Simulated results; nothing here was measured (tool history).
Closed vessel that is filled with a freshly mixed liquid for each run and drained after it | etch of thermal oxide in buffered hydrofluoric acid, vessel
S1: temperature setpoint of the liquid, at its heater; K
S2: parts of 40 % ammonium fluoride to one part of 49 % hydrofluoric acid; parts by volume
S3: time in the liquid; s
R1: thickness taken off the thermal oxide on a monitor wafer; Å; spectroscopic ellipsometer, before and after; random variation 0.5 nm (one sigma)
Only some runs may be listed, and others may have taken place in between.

Run 1, hour 0.0: S1 295.15 K, S2 13 parts by volume, S3 105 s. Result: R1 747.93 Å.
Run 2, hour 1.6: S1 292.15 K, S2 13 parts by volume, S3 105 s. Result: R1 632.48 Å.
Run 3, hour 5.2: S1 294.65 K, S2 13 parts by volume, S3 105 s. Result: R1 732.44 Å.
Run 4, hour 12.2: S1 296.15 K, S2 13 parts by volume, S3 105 s. Result: R1 787.42 Å.
Run 5, hour 12.9: S1 297.65 K, S2 13 parts by volume, S3 105 s. Result: R1 853.94 Å.
Run 6, hour 16.0: S1 298.65 K, S2 13 parts by volume, S3 105 s. Result: R1 903.81 Å.
Run 7, hour 17.2: S1 299.15 K, S2 13 parts by volume, S3 105 s. Result: R1 922.54 Å.
Run 8, hour 21.5: S1 299.65 K, S2 13 parts by volume, S3 105 s. Result: R1 964.44 Å.

Predict the results of run 9:
Run 9, hour 23.5: S1 300.15 K, S2 13 parts by volume, S3 105 s. Result: R1 ?.

Run 9 yielded R1 979.66 Å.
